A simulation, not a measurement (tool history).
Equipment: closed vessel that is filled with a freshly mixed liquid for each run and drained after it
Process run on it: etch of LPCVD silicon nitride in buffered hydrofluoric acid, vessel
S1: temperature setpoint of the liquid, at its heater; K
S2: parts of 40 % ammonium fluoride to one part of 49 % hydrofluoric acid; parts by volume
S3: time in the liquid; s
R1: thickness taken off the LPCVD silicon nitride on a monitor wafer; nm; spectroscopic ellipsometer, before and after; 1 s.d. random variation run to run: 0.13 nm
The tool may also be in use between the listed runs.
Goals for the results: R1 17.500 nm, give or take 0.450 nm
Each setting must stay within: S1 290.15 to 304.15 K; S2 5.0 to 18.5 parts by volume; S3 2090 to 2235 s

run,hour,S1,S2,S3,R1
1,0.0,296.15,11.5,2090,27.587
2,7.1,299.65,11.5,2090,32.910
3,15.0,296.65,12.0,2090,27.146
4,22.0,296.65,13.0,2090,24.748
5,27.6,296.65,11.0,2090,29.058
6,33.5,296.65,13.5,2090,23.958
# hour 43.0: hydrofluoric acid flow meter replaced
7,43.0,294.65,13.5,2090,20.292
8,46.7,294.15,13.5,2090,19.619
9,50.2,293.65,13.5,2090,19.032
10,59.8,293.15,13.5,2090,18.338

Below are 5 possible settings for the next run. Only one of them brings all results inside the allowed miss of their targets. Which is it?
A,69.4,293.65,16.0,2140,?
B,69.4,292.15,12.5,2155,?
C,69.4,296.65,17.5,2090,?
D,69.4,292.15,14.5,2100,?
E,69.4,293.15,15.0,2090,?

move,R1
A,16.381
B,19.325
C,17.293
D,16.279
E,16.577
A: the result that was furthest off in the last run now lies on the other side of its target
B: misses by more than the last run did
C: meets every target
D: the result that was furthest off in the last run now lies on the other side of its target
E: the result that was furthest off in the last run now lies on the other side of its target
Answer: C
